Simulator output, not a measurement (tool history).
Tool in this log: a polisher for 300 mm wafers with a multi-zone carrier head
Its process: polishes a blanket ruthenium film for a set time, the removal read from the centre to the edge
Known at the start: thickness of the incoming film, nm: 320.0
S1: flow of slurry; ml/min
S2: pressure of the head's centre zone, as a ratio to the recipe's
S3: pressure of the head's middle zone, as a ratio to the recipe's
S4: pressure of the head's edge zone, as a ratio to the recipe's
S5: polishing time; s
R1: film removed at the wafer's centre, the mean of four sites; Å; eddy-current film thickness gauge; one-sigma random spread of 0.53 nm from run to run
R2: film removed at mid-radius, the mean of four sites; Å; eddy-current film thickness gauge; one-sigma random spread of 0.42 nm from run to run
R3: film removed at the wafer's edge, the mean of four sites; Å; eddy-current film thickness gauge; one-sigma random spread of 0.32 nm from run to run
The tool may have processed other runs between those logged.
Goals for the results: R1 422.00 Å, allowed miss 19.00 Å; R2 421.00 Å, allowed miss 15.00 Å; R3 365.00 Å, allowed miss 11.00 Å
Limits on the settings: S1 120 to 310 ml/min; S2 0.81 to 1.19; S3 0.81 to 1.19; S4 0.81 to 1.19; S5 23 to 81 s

run	hour	S1	S2	S3	S4	S5	R1	R2	R3
1	0.0	200	1.00	1.00	1.00	52	457.96	467.93	449.12
2	1.0	195	1.01	1.01	0.95	50	436.02	443.83	423.12
3	4.2	195	0.98	1.01	0.95	50	433.43	442.30	426.20
4	5.1	190	1.01	1.03	0.91	49	429.64	446.84	411.32
5	10.1	190	1.04	1.03	0.88	48	424.41	428.71	390.21
6	17.3	150	1.04	1.03	0.88	48	404.60	405.44	378.03
7	25.4	155	1.06	1.04	0.86	48	418.86	420.18	381.61
8	28.8	150	1.10	1.06	0.81	46	404.80	404.53	344.30

Exactly one of the 5 candidate moves below puts every result within its allowed miss. Which one?
A	32.2	145	1.08	0.96	0.89	49	?	?	?
B	32.2	185	1.13	0.95	0.84	45	?	?	?
C	32.2	195	1.19	1.19	0.81	40	?	?	?
D	32.2	120	1.15	1.10	0.84	45	?	?	?
E	32.2	125	1.13	1.07	0.81	50	?	?	?

move	R1	R2	R3
A	423.08	394.15	387.93
B	423.29	377.32	359.59
C	394.24	397.37	315.77
D	383.40	379.26	334.76
E	426.57	418.01	369.15
A: moves the result that the last run missed by most past its target, out the other side
B: puts the biggest miss on target and leaves a different result outside tolerance
C: misses by more than the last run did
D: misses by more than the last run did
E: hits every target within its allowed miss
So the answer is move E, the one that meets all the targets.

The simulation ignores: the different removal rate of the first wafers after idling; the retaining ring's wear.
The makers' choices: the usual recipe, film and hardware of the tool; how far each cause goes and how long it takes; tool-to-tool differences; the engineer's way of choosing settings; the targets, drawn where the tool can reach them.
